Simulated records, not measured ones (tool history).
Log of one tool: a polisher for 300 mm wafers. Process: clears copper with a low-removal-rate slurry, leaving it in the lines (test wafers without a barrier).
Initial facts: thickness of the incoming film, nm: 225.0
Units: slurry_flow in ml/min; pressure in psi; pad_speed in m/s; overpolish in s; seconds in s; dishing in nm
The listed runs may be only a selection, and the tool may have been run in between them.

Run 1, hour 0: slurry_flow 125 ml/min, pressure 2.3 psi, pad_speed 1.22 m/s, slurry_solids 1, overpolish 27 s. Result: seconds 82.918 s, dishing 29.609 nm.
Run 2, hour 5.9: slurry_flow 125 ml/min, pressure 1.8 psi, pad_speed 1.22 m/s, slurry_solids 1, overpolish 27 s. Result: seconds 101.54 s, dishing 25.498 nm.
Run 3, hour 8: slurry_flow 120 ml/min, pressure 1.8 psi, pad_speed 1.22 m/s, slurry_solids 1, overpolish 29 s. Result: seconds 104.78 s, dishing 25.959 nm.
Run 4, hour 14.6: slurry_flow 120 ml/min, pressure 1.3 psi, pad_speed 1.22 m/s, slurry_solids 1, overpolish 29 s. Result: seconds 142.02 s, dishing 22.805 nm.
Run 5, hour 19.8: slurry_flow 120 ml/min, pressure 1 psi, pad_speed 1.22 m/s, slurry_solids 1, overpolish 29 s. Result: seconds 181.67 s, dishing 19.859 nm.
Run 6, hour 21.1: slurry_flow 125 ml/min, pressure 1.1 psi, pad_speed 1.22 m/s, slurry_solids 1, overpolish 31 s. Result: seconds 162.66 s, dishing 21.72 nm.
Run 7, hour 29.8: slurry_flow 130 ml/min, pressure 1.2 psi, pad_speed 1.22 m/s, slurry_solids 1, overpolish 32 s. Result: seconds 152.8 s, dishing 23.833 nm.
Run 8, hour 33.1: slurry_flow 135 ml/min, pressure 1.3 psi, pad_speed 1.22 m/s, slurry_solids 1, overpolish 31 s. Result: seconds 139.24 s, dishing 24.481 nm.
Run 9, hour 40.3: slurry_flow 145 ml/min, pressure 1.3 psi, pad_speed 1.22 m/s, slurry_solids 1, overpolish 30 s. Result: seconds 138.51 s, dishing 23.081 nm.

Predict the results of run 10:
Run 10, hour 44.3: slurry_flow 150 ml/min, pressure 1.4 psi, pad_speed 1.22 m/s, slurry_solids 1, overpolish 31 s. Result: seconds ?, dishing ?.

Logged for run 10: seconds 126.17 s, dishing 25.73 nm.
